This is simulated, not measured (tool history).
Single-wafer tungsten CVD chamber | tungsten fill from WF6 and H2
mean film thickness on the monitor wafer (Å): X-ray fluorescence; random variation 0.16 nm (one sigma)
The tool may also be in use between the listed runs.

run  hour  heater temperature setpoint (°C)  chamber pressure (mTorr)  deposition time (s)  mean film thickness on the monitor wafer (Å)
  1   0.0                               395                     43200                 7.51                                        226.89
  2   2.7                               399                     43500                 7.51                                        246.84
  3   8.9                               395                     43500                 7.51                                        228.43
  4  11.9                               395                     47600                 7.51                                        236.27
  5  12.5                               398                     47800                 7.51                                        253.16
  6  14.8                               398                     47800                 7.51                                        253.46
  7  21.3                               400                     47900                 7.51                                        266.81
  8  27.8                               401                     48000                 7.51                                        268.80

Forecast run 9:
  9  36.1                               402                     48100                 7.51                                             ?

Run 9 gave mean film thickness on the monitor wafer (Å) 274.70.

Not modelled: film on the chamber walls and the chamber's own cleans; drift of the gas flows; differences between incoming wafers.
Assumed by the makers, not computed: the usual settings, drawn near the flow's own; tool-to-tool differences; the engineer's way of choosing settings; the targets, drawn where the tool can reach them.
